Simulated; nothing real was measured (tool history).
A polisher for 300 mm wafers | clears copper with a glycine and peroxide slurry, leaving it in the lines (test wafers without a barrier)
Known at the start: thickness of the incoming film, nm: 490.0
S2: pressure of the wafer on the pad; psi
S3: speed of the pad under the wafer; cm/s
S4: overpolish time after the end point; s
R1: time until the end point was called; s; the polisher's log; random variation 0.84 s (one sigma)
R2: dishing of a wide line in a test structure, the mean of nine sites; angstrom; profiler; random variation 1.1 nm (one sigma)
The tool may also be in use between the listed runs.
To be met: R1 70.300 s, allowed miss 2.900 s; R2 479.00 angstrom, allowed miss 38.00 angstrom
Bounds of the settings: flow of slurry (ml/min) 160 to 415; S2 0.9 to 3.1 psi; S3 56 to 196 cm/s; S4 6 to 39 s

{"run": 1, "hour": 0.0, "flow of slurry (ml/min)": 265, "S2": 2.0, "S3": 126, "S4": 20, "R1": 88.123, "R2": 529.32}
{"run": 2, "hour": 6.8, "flow of slurry (ml/min)": 265, "S2": 2.0, "S3": 140, "S4": 20, "R1": 80.392, "R2": 563.89}
{"run": 3, "hour": 7.8, "flow of slurry (ml/min)": 265, "S2": 2.0, "S3": 122, "S4": 20, "R1": 90.196, "R2": 504.06}
{"run": 4, "hour": 9.4, "flow of slurry (ml/min)": 265, "S2": 2.0, "S3": 138, "S4": 20, "R1": 82.044, "R2": 551.13}
{"run": 5, "hour": 13.3, "flow of slurry (ml/min)": 265, "S2": 1.8, "S3": 138, "S4": 20, "R1": 88.503, "R2": 518.09}
{"run": 6, "hour": 22.1, "flow of slurry (ml/min)": 265, "S2": 1.9, "S3": 138, "S4": 18, "R1": 87.762, "R2": 497.48}
{"run": 7, "hour": 27.4, "flow of slurry (ml/min)": 265, "S2": 2.0, "S3": 138, "S4": 16, "R1": 80.599, "R2": 449.23}
{"run": 8, "hour": 30.2, "flow of slurry (ml/min)": 265, "S2": 2.1, "S3": 138, "S4": 16, "R1": 77.95, "R2": 492.29}
{"run": 9, "hour": 39.1, "flow of slurry (ml/min)": 270, "S2": 2.3, "S3": 142, "S4": 12, "R1": 70.052, "R2": 432.38}

5 next moves are on the table. One of them brings every result within its allowed miss. Which?
{"run": "A", "hour": 48.0, "flow of slurry (ml/min)": 305, "S2": 2.1, "S3": 154, "S4": 20, "R1": "?", "R2": "?"}
{"run": "B", "hour": 48.0, "flow of slurry (ml/min)": 225, "S2": 2.1, "S3": 160, "S4": 14, "R1": "?", "R2": "?"}
{"run": "C", "hour": 48.0, "flow of slurry (ml/min)": 265, "S2": 2.2, "S3": 146, "S4": 12, "R1": "?", "R2": "?"}
{"run": "D", "hour": 48.0, "flow of slurry (ml/min)": 280, "S2": 2.1, "S3": 134, "S4": 16, "R1": "?", "R2": "?"}
{"run": "E", "hour": 48.0, "flow of slurry (ml/min)": 250, "S2": 2.2, "S3": 148, "S4": 10, "R1": "?", "R2": "?"}

move=A R1=70.977 R2=643.00
move=B R1=71.081 R2=491.41
move=C R1=72.421 R2=429.85
move=D R1=80.504 R2=497.13
move=E R1=72.062 R2=370.53
A: takes the result that was furthest off past its target
B: meets every target
C: further off than the last run
D: brings the result that was furthest off to its target, and leaves another outside
E: further off than the last run
Move B is the one to make.
